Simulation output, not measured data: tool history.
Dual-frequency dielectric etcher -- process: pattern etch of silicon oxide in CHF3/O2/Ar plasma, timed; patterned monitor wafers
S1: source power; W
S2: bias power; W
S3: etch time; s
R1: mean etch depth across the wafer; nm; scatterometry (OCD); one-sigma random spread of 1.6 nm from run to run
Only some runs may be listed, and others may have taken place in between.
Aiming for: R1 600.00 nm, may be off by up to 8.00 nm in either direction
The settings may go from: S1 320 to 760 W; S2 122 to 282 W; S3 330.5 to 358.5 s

run  hour   S1   S2     S3      R1
  1   0.0  540  202  358.5  713.20
  2   9.0  510  200  358.5  688.98
  3  15.1  490  199  358.5  677.05
  4  16.3  470  199  358.5  660.28
  5  24.4  460  199  358.5  654.16
  6  28.2  450  199  358.5  645.50
  7  32.7  440  199  358.5  640.14
  8  38.9  430  199  358.5  628.38
  9  47.1  420  199  358.5  620.41
 10  51.9  420  199  358.5  623.35

Exactly one of the 5 candidate moves below puts every result within its allowed miss. Which one?
  A  56.7  430  169  353.0   ?
  B  56.7  560  122  336.0   ?
  C  56.7  400  236  350.0   ?
  D  56.7  500  170  338.0   ?
  E  56.7  430  200  349.0   ?

move      R1
   A  598.87
   B  616.81
   C  614.53
   D  622.33
   E  613.79
A: all results land within tolerance of their targets
B: nearer than the last run, and not there yet
C: nearer than the last run, and not there yet
D: about as far from the targets as the last run
E: nearer than the last run, and not there yet
So the answer is move A, the one that meets all the targets.
